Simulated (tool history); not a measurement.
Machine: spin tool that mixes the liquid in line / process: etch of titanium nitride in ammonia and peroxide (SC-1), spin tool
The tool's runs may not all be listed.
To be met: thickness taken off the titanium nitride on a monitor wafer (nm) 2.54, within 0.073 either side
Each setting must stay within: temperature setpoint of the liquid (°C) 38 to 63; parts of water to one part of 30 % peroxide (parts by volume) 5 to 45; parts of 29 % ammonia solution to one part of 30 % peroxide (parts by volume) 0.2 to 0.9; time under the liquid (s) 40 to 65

run,hour,temperature setpoint of the liquid (°C),parts of water to one part of 30 % peroxide (parts by volume),parts of 29 % ammonia solution to one part of 30 % peroxide (parts by volume),time under the liquid (s),thickness taken off the titanium nitride on a monitor wafer (nm)
1,0,47,25,0.5,65,1.5974
2,6.7,48.5,25,0.5,65,1.7781
3,12.1,48.5,25,0.5,65,1.7766
4,16.7,48.5,33.5,0.5,65,1.4859
5,19.1,50,33.5,0.5,65,1.6779
6,24,51,33.5,0.5,65,1.769
7,26.6,57.5,33.5,0.5,65,2.7837
8,33.9,57,33.5,0.5,65,2.7174

Which single option among these 5 for the next run brings every result within its allowed miss of target? Just one does.
A,41.2,58,36,0.6,65,?
B,41.2,55,30,0.55,65,?
C,41.2,59,34,0.45,65,?
D,41.2,59,41,0.75,65,?
E,41.2,57.5,31,0.6,65,?

move,thickness taken off the titanium nitride on a monitor wafer (nm)
A,2.8185
B,2.5173
C,2.9451
D,2.9153
E,2.9701
A: the biggest miss grows against the last run
B: every result within its allowed miss
C: the biggest miss grows against the last run
D: the biggest miss grows against the last run
E: the biggest miss grows against the last run
B is the move that brings every result within its allowed miss.
